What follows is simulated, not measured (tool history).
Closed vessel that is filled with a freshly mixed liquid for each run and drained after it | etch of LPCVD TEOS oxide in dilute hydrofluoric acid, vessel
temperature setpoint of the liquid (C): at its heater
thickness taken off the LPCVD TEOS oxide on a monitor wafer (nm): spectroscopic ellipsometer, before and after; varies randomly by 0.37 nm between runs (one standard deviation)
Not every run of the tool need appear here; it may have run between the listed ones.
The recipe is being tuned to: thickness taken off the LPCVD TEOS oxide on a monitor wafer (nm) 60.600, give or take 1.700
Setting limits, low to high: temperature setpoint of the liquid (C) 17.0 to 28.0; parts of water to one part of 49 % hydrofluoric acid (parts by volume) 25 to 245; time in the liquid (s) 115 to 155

run  hour  temperature setpoint of the liquid (C)  parts of water to one part of 49 % hydrofluoric acid (parts by volume)  time in the liquid (s)  thickness taken off the LPCVD TEOS oxide on a monitor wafer (nm)
  1   0.0                                    20.0                                                                     135                     155                                                            19.574
  2   8.8                                    22.0                                                                     105                     155                                                            28.194
  3  12.1                                    22.0                                                                     105                     155                                                            28.688
  4  15.0                                    23.5                                                                      90                     155                                                            35.692
  5  20.1                                    25.0                                                                      80                     155                                                            43.301
  6  28.4                                    26.0                                                                      75                     155                                                            48.282
  7  32.7                                    26.5                                                                      70                     155                                                            53.623
  8  37.4                                    27.0                                                                      70                     155                                                            54.667
  9  38.8                                    27.5                                                                      70                     155                                                            55.004

5 candidate next runs follow, results not yet known. Just one meets every target within its allowed miss. Identify it.
  A  40.2                                    27.5                                                                      60                     155                                                                 ?
  B  40.2                                    28.0                                                                      70                     155                                                                 ?
  C  40.2                                    24.0                                                                      60                     155                                                                 ?
  D  40.2                                    28.0                                                                      65                     155                                                                 ?
  E  40.2                                    26.5                                                                      65                     150                                                                 ?

move  thickness taken off the LPCVD TEOS oxide on a monitor wafer (nm)
   A                                                            65.906
   B                                                            56.841
   C                                                            57.157
   D                                                            61.636
   E                                                            56.172
A: carries the result that was furthest off beyond its target, to the other side
B: gains on the last run, yet a result remains outside its allowed miss
C: gains on the last run, yet a result remains outside its allowed miss
D: all results in spec
E: gains on the last run, yet a result remains outside its allowed miss
Correct choice: D, which meets every target
